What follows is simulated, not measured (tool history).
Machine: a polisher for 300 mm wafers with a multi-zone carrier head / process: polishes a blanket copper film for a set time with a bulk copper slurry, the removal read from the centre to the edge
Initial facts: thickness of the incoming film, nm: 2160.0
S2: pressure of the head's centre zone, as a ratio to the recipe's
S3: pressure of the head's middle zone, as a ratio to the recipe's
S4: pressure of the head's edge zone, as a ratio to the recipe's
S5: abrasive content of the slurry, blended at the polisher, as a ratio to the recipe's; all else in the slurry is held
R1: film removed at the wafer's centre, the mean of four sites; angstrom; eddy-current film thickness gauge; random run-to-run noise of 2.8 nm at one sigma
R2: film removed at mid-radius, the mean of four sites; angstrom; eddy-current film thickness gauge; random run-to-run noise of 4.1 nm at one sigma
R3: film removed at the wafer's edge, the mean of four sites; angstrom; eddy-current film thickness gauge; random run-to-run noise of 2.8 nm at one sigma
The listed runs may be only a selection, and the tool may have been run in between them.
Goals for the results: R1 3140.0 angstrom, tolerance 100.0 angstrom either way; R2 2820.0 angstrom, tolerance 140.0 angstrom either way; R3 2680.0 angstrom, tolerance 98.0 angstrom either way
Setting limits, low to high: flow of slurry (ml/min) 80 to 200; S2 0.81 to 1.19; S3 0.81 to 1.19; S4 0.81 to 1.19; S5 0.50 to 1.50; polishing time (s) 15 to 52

Run 1, day 0.000: flow of slurry (ml/min) 130, S2 1.00, S3 1.00, S4 1.00, S5 1.00, polishing time (s) 33. Result: R1 3412.6 angstrom, R2 3422.9 angstrom, R3 3324.0 angstrom.
Run 2, day 0.317: flow of slurry (ml/min) 125, S2 1.01, S3 0.99, S4 0.97, S5 0.95, polishing time (s) 33. Result: R1 3379.3 angstrom, R2 3152.8 angstrom, R3 3230.4 angstrom.
Run 3, day 0.683: flow of slurry (ml/min) 125, S2 1.01, S3 0.99, S4 0.97, S5 0.95, polishing time (s) 38. Result: R1 3839.1 angstrom, R2 3668.9 angstrom, R3 3728.1 angstrom.
Run 4, day 0.829: flow of slurry (ml/min) 130, S2 1.02, S3 1.01, S4 0.95, S5 0.90, polishing time (s) 37. Result: R1 3860.3 angstrom, R2 3662.9 angstrom, R3 3584.5 angstrom.
Run 5, day 1.062: flow of slurry (ml/min) 130, S2 1.02, S3 1.01, S4 0.92, S5 0.90, polishing time (s) 37. Result: R1 3821.7 angstrom, R2 3697.8 angstrom, R3 3512.2 angstrom.
Run 6, day 1.129: flow of slurry (ml/min) 130, S2 1.09, S3 1.01, S4 0.92, S5 0.90, polishing time (s) 37. Result: R1 3944.2 angstrom, R2 3691.7 angstrom, R3 3482.9 angstrom.
Run 7, day 1.362: flow of slurry (ml/min) 125, S2 1.09, S3 1.01, S4 0.91, S5 0.85, polishing time (s) 36. Result: R1 3793.4 angstrom, R2 3400.3 angstrom, R3 3341.7 angstrom.
Run 8, day 1.512: flow of slurry (ml/min) 125, S2 1.09, S3 1.02, S4 0.90, S5 0.80, polishing time (s) 35. Result: R1 3674.5 angstrom, R2 3418.8 angstrom, R3 3181.3 angstrom.
Run 9, day 1.679: flow of slurry (ml/min) 120, S2 1.09, S3 1.01, S4 0.89, S5 0.75, polishing time (s) 35. Result: R1 3524.7 angstrom, R2 3270.2 angstrom, R3 3182.1 angstrom.
Run 10, day 1.967: flow of slurry (ml/min) 120, S2 1.10, S3 1.01, S4 0.88, S5 0.75, polishing time (s) 34. Result: R1 3486.5 angstrom, R2 3153.6 angstrom, R3 3019.4 angstrom.
Run 11, day 2.083: flow of slurry (ml/min) 115, S2 1.10, S3 1.01, S4 0.87, S5 0.70, polishing time (s) 34. Result: R1 3445.8 angstrom, R2 3173.7 angstrom, R3 2935.3 angstrom.
Run 12, day 2.250: flow of slurry (ml/min) 110, S2 1.10, S3 1.00, S4 0.86, S5 0.70, polishing time (s) 34. Result: R1 3364.4 angstrom, R2 3069.0 angstrom, R3 2859.7 angstrom.
Run 13, day 2.608: flow of slurry (ml/min) 105, S2 1.10, S3 0.99, S4 0.86, S5 0.70, polishing time (s) 34. Result: R1 3324.9 angstrom, R2 3037.3 angstrom, R3 2915.3 angstrom.
Run 14, day 2.838: flow of slurry (ml/min) 105, S2 1.10, S3 0.99, S4 0.85, S5 0.70, polishing time (s) 34. Result: R1 3333.2 angstrom, R2 3041.5 angstrom, R3 2874.9 angstrom.

4 next moves are on the table. One of them brings every result within its allowed miss. Which?
Run A, day 3.067: flow of slurry (ml/min) 115, S2 1.15, S3 1.15, S4 0.81, S5 0.70, polishing time (s) 33. Result: R1 ?, R2 ?, R3 ?.
Run B, day 3.067: flow of slurry (ml/min) 80, S2 0.94, S3 1.07, S4 0.95, S5 0.75, polishing time (s) 37. Result: R1 ?, R2 ?, R3 ?.
Run C, day 3.067: flow of slurry (ml/min) 95, S2 1.12, S3 0.97, S4 0.85, S5 0.65, polishing time (s) 37. Result: R1 ?, R2 ?, R3 ?.
Run D, day 3.067: flow of slurry (ml/min) 120, S2 1.07, S3 0.96, S4 0.83, S5 0.80, polishing time (s) 31. Result: R1 ?, R2 ?, R3 ?.

move      R1      R2      R3
   A  3393.4  3375.9  2741.5
   B  3025.1  3287.6  3139.0
   C  3495.3  3118.0  3011.3
   D  3139.4  2839.0  2686.5
A: gets the furthest-off result to its target, but another result is out of tolerance
B: moves away from the targets compared with the last run
C: moves away from the targets compared with the last run
D: all results in spec
D is the move that brings every result within its allowed miss.
